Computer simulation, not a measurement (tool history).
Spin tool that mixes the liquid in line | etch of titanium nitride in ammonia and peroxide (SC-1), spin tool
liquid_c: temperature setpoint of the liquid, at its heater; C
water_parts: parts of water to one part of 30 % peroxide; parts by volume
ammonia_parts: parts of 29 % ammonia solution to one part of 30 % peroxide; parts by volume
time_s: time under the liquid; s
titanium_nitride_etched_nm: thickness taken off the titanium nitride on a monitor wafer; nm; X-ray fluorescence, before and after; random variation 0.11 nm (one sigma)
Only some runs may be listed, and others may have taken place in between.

Run 1, hour 0: liquid_c 47 C, water_parts 28 parts by volume, ammonia_parts 0.5 parts by volume, time_s 315 s. Result: titanium_nitride_etched_nm 7.1155 nm.
Run 2, hour 0.9: liquid_c 48 C, water_parts 28 parts by volume, ammonia_parts 0.5 parts by volume, time_s 315 s. Result: titanium_nitride_etched_nm 7.7178 nm.
Run 3, hour 2.8: liquid_c 48 C, water_parts 35 parts by volume, ammonia_parts 0.5 parts by volume, time_s 315 s. Result: titanium_nitride_etched_nm 6.8385 nm.
Run 4, hour 7.9: liquid_c 49 C, water_parts 35 parts by volume, ammonia_parts 0.5 parts by volume, time_s 315 s. Result: titanium_nitride_etched_nm 7.2259 nm.
Run 5, hour 14.4: liquid_c 49 C, water_parts 26.5 parts by volume, ammonia_parts 0.5 parts by volume, time_s 315 s. Result: titanium_nitride_etched_nm 8.5712 nm.
Run 6, hour 16.7: liquid_c 49.5 C, water_parts 26.5 parts by volume, ammonia_parts 0.5 parts by volume, time_s 315 s. Result: titanium_nitride_etched_nm 8.9293 nm.
Run 7, hour 21.8: liquid_c 50 C, water_parts 26.5 parts by volume, ammonia_parts 0.5 parts by volume, time_s 315 s. Result: titanium_nitride_etched_nm 9.2295 nm.

The next listed run, before its measurement:
Run 8, hour 25.3: liquid_c 50.5 C, water_parts 26.5 parts by volume, ammonia_parts 0.5 parts by volume, time_s 315 s. Result: titanium_nitride_etched_nm ?.

titanium_nitride_etched_nm: 9.486 nm

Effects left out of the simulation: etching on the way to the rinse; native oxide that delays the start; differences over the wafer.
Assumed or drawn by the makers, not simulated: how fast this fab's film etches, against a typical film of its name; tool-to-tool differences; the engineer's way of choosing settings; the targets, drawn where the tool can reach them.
